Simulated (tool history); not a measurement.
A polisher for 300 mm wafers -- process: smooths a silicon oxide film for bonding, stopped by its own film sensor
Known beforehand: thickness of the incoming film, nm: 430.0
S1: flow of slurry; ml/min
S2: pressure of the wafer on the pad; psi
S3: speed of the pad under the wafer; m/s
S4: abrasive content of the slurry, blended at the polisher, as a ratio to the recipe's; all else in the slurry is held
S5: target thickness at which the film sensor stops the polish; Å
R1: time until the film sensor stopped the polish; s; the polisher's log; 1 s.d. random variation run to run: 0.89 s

run,hour,S1,S2,S3,S4,S5,R1
1,0,165,2.5,1.08,1,3800,38.722
2,3.1,165,2.1,1.08,1,3800,43.692
3,8.1,165,1.8,1.08,1,3800,48.837
4,16.9,165,1.6,1.04,1,3800,52.534
5,20.7,165,1.6,1.04,1,3850,46.678
6,21.8,165,1.5,0.96,1,3850,53.106
7,27.8,165,1.4,0.92,1,3850,56.191

Predict the results of run 8:
8,33.3,165,1.3,0.88,1,3850,?

R1: 61.111 s
